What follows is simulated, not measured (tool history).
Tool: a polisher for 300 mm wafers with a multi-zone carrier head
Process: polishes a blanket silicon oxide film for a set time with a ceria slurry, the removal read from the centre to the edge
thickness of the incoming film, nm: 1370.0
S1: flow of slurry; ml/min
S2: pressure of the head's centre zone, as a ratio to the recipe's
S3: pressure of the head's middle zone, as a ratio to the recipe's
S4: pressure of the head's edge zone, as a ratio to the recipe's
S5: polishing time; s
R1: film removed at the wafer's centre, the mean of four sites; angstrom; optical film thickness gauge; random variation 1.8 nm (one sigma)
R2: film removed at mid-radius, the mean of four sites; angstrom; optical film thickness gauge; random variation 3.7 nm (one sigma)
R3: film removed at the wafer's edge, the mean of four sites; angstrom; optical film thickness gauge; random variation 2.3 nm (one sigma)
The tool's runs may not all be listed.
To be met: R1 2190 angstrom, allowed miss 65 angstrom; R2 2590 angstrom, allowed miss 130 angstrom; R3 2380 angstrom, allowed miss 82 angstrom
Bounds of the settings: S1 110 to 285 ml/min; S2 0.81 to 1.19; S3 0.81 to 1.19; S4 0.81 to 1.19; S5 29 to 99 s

run	hour	S1	S2	S3	S4	S5	R1	R2	R3
1	0	180	1	1	1	64	3988.8	3957.1	4026.6
2	6.8	175	0.97	1.01	0.97	58	3460.3	3649.1	3579.5
3	8.3	175	0.97	1.01	0.97	64	3923.3	4031.3	3946.4
4	10.5	170	0.95	1	0.94	58	3431.1	3596.7	3548.5
5	16.8	170	0.92	1	0.94	58	3316.8	3565.9	3487.4
6	19	165	0.9	1	0.92	54	2980.7	3309.7	3190.3
7	21.9	160	0.89	1	0.9	51	2720.8	3096.3	3012.7
8	25.4	165	0.89	1.01	0.88	48	2653.2	2891.3	2776.5
9	30.9	160	0.87	1.02	0.87	47	2522.7	2901.1	2802.5
10	34.7	170	0.86	1.03	0.86	45	2389.5	2764.6	2649.2
11	41.1	170	0.86	1.04	0.85	44	2346	2781	2587.7
12	42.2	170	0.86	1.04	0.84	43	2292.7	2718.4	2473
13	44.7	170	0.86	1.04	0.83	43	2280.2	2788.7	2498.9

4 next moves are on the table. One of them brings every result within its allowed miss. Which?
A	47.2	135	0.87	0.96	0.98	44	?	?	?
B	47.2	165	0.89	0.97	0.91	39	?	?	?
C	47.2	150	0.88	1.07	0.88	41	?	?	?
D	47.2	125	0.81	1.01	1.01	45	?	?	?

move	R1	R2	R3
A	2263.6	2514.6	2576.9
B	2158	2349.9	2290.2
C	2195.4	2632.3	2340.9
D	2106.3	2631.7	2628.5
A: brings the result that was furthest off to its target, and leaves another outside
B: takes the result that was furthest off past its target
C: meets every target
D: brings the result that was furthest off to its target, and leaves another outside
The right move is C.

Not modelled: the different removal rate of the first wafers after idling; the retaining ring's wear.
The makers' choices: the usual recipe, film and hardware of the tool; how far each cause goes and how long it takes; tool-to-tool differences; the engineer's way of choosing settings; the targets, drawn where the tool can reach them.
